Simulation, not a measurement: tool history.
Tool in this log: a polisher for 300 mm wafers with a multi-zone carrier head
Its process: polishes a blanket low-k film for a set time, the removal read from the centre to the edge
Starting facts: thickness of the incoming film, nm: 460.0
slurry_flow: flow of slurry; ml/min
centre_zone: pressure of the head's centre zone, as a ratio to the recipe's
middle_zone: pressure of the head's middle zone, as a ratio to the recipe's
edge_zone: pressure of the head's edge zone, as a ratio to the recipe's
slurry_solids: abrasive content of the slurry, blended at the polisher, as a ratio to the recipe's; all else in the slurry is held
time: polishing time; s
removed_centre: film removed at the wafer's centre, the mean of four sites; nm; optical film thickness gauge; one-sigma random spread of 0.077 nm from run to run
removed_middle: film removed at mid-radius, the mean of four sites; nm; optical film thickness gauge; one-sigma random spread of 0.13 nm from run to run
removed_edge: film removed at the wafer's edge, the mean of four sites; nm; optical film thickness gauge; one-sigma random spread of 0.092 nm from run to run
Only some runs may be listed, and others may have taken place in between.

{"run": 1, "hour": 0.0, "slurry_flow": 205, "centre_zone": 1, "middle_zone": 1, "edge_zone": 1, "slurry_solids": 1, "time": 44, "removed_centre": 25.308, "removed_middle": 25.578, "removed_edge": 25.246}
{"run": 2, "hour": 7.9, "slurry_flow": 200, "centre_zone": 0.98, "middle_zone": 0.98, "edge_zone": 0.97, "slurry_solids": 0.9, "time": 41, "removed_centre": 21.729, "removed_middle": 21.671, "removed_edge": 22.532}
{"run": 3, "hour": 16.4, "slurry_flow": 200, "centre_zone": 0.98, "middle_zone": 0.99, "edge_zone": 0.95, "slurry_solids": 0.85, "time": 38, "removed_centre": 19.542, "removed_middle": 19.824, "removed_edge": 19.826}
{"run": 4, "hour": 21.7, "slurry_flow": 200, "centre_zone": 0.98, "middle_zone": 0.99, "edge_zone": 0.95, "slurry_solids": 0.7, "time": 38, "removed_centre": 17.923, "removed_middle": 18.035, "removed_edge": 18.382}
{"run": 5, "hour": 29.3, "slurry_flow": 200, "centre_zone": 0.98, "middle_zone": 0.93, "edge_zone": 0.95, "slurry_solids": 0.7, "time": 38, "removed_centre": 17.845, "removed_middle": 17.147, "removed_edge": 18.251}
{"run": 6, "hour": 36.6, "slurry_flow": 200, "centre_zone": 0.97, "middle_zone": 0.93, "edge_zone": 0.93, "slurry_solids": 0.65, "time": 36, "removed_centre": 16.234, "removed_middle": 15.647, "removed_edge": 16.517}
{"run": 7, "hour": 43.0, "slurry_flow": 200, "centre_zone": 0.95, "middle_zone": 0.93, "edge_zone": 0.91, "slurry_solids": 0.6, "time": 35, "removed_centre": 14.743, "removed_middle": 14.543, "removed_edge": 15.407}
{"run": 8, "hour": 44.9, "slurry_flow": 200, "centre_zone": 0.94, "middle_zone": 0.93, "edge_zone": 0.89, "slurry_solids": 0.6, "time": 35, "removed_centre": 14.684, "removed_middle": 14.677, "removed_edge": 15.064}
{"run": 9, "hour": 47.3, "slurry_flow": 200, "centre_zone": 0.92, "middle_zone": 0.92, "edge_zone": 0.88, "slurry_solids": 0.6, "time": 35, "removed_centre": 14.319, "removed_middle": 14.597, "removed_edge": 14.95}
{"run": 10, "hour": 54.6, "slurry_flow": 170, "centre_zone": 0.87, "middle_zone": 0.88, "edge_zone": 0.81, "slurry_solids": 0.5, "time": 31, "removed_centre": 10.459, "removed_middle": 10.843, "removed_edge": 11.524}

Expected results for the next run?
{"run": 11, "hour": 62.4, "slurry_flow": 185, "centre_zone": 0.87, "middle_zone": 0.88, "edge_zone": 0.82, "slurry_solids": 0.5, "time": 31, "removed_centre": "?", "removed_middle": "?", "removed_edge": "?"}

removed_centre: 10.736 nm
removed_middle: 11.049 nm
removed_edge: 11.623 nm
